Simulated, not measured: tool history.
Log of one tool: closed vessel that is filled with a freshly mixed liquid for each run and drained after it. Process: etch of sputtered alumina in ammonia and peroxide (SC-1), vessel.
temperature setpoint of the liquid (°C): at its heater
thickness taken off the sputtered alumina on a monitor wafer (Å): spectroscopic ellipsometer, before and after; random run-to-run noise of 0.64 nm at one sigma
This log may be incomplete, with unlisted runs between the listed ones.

run  hour  temperature setpoint of the liquid (°C)  parts of 29 % ammonia solution to one part of 30 % peroxide (parts by volume)  time in the liquid (s)  thickness taken off the sputtered alumina on a monitor wafer (Å)
  1     0                                       59                                                                            0.5                     690                                                            559.84
  2   4.3                                       61                                                                            0.5                     690                                                            624.43
  3  12.5                                       55                                                                            0.5                     690                                                            460.74
  4  18.3                                     52.5                                                                            0.5                     690                                                            403.74
  5  19.5                                     56.5                                                                            0.5                     690                                                            501.58
  6  28.9                                     59.5                                                                            0.5                     690                                                            585.35

Forecast run 7:
  7  32.9                                     59.5                                                                            0.5                     690                                                                 ?

{"run 7": {"thickness taken off the sputtered alumina on a monitor wafer (Å)": 587.17}}

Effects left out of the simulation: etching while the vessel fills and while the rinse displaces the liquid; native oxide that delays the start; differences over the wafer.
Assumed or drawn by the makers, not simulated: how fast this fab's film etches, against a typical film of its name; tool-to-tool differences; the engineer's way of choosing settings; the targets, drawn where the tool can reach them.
